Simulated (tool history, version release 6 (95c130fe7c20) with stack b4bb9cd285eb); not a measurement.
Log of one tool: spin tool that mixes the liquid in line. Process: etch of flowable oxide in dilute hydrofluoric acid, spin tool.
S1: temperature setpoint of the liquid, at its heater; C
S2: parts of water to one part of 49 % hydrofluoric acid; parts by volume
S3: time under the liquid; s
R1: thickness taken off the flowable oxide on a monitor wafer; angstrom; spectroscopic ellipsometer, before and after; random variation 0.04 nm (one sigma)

Run 1, hour 0.0: S1 23.0 C, S2 90 parts by volume, S3 20 s. Result: R1 59.833 angstrom.
Run 2, hour 8.7: S1 22.5 C, S2 90 parts by volume, S3 20 s. Result: R1 58.998 angstrom.
Run 3, hour 14.1: S1 22.0 C, S2 90 parts by volume, S3 20 s. Result: R1 57.015 angstrom.
Run 4, hour 15.5: S1 22.0 C, S2 80 parts by volume, S3 20 s. Result: R1 64.775 angstrom.
Run 5, hour 19.5: S1 22.0 C, S2 65 parts by volume, S3 20 s. Result: R1 81.953 angstrom.
Run 6, hour 27.1: S1 22.0 C, S2 35 parts by volume, S3 20 s. Result: R1 158.220 angstrom.
Run 7, hour 33.3: S1 21.5 C, S2 40 parts by volume, S3 20 s. Result: R1 132.620 angstrom.
Run 8, hour 41.2: S1 21.0 C, S2 45 parts by volume, S3 20 s. Result: R1 115.830 angstrom.
Run 9, hour 43.7: S1 20.5 C, S2 50 parts by volume, S3 20 s. Result: R1 100.820 angstrom.
Run 10, hour 52.2: S1 20.0 C, S2 55 parts by volume, S3 20 s. Result: R1 89.196 angstrom.
Run 11, hour 53.0: S1 19.5 C, S2 60 parts by volume, S3 20 s. Result: R1 80.149 angstrom.
Run 12, hour 56.1: S1 19.0 C, S2 60 parts by volume, S3 20 s. Result: R1 78.129 angstrom.
Run 13, hour 62.0: S1 17.0 C, S2 95 parts by volume, S3 20 s. Result: R1 44.094 angstrom.
Run 14, hour 65.7: S1 17.5 C, S2 95 parts by volume, S3 20 s. Result: R1 45.134 angstrom.

The next listed run, before its measurement:
Run 15, hour 67.3: S1 18.5 C, S2 95 parts by volume, S3 20 s. Result: R1 ?.

{"run 15": {"R1": 46.869}}
